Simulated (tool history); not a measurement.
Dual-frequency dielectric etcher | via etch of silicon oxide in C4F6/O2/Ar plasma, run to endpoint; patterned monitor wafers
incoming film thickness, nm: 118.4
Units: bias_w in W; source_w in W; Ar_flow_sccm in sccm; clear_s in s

{"run": 1, "hour": 0.0, "bias_w": 481, "source_w": 300, "Ar_flow_sccm": 388, "clear_s": 30.977}
{"run": 2, "hour": 4.0, "bias_w": 481, "source_w": 300, "Ar_flow_sccm": 355, "clear_s": 30.369}
{"run": 3, "hour": 7.7, "bias_w": 460, "source_w": 290, "Ar_flow_sccm": 358, "clear_s": 31.418}
{"run": 4, "hour": 10.3, "bias_w": 460, "source_w": 290, "Ar_flow_sccm": 395, "clear_s": 32.621}
{"run": 5, "hour": 17.1, "bias_w": 445, "source_w": 290, "Ar_flow_sccm": 395, "clear_s": 32.459}
{"run": 6, "hour": 23.9, "bias_w": 429, "source_w": 290, "Ar_flow_sccm": 396, "clear_s": 33.188}
{"run": 7, "hour": 28.5, "bias_w": 414, "source_w": 290, "Ar_flow_sccm": 396, "clear_s": 33.573}

The next listed run, before its measurement:
{"run": 8, "hour": 35.4, "bias_w": 401, "source_w": 290, "Ar_flow_sccm": 396, "clear_s": "?"}

Run 8 gave clear_s 33.883 s.
